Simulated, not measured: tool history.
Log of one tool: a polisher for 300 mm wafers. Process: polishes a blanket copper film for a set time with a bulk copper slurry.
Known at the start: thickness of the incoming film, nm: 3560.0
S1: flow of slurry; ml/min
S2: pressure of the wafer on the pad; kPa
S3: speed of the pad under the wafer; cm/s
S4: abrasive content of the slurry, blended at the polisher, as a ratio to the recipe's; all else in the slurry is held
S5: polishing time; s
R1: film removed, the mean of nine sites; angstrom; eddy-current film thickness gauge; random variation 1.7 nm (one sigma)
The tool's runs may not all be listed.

run  hour   S1    S2   S3    S4  S5       R1
  1   0.0  205  23.4  134  1.00  32  4536.30
  2   3.3  195  20.0  112  0.95  31  3174.50
  3   5.1  195  20.0   90  0.95  31  2580.20
  4   7.1  195  17.2   82  0.95  31  1982.10
  5   7.9  215  17.2   82  0.95  31  2007.90
  6  12.1  190  17.2   82  0.95  31  2014.60
  7  17.8  190  10.3   60  0.90  31   910.57

Run 8 comes next. What will it give?
  8  24.0  195  11.7  60  0.90  31   ?

{"run 8": {"R1": 1033.8}}
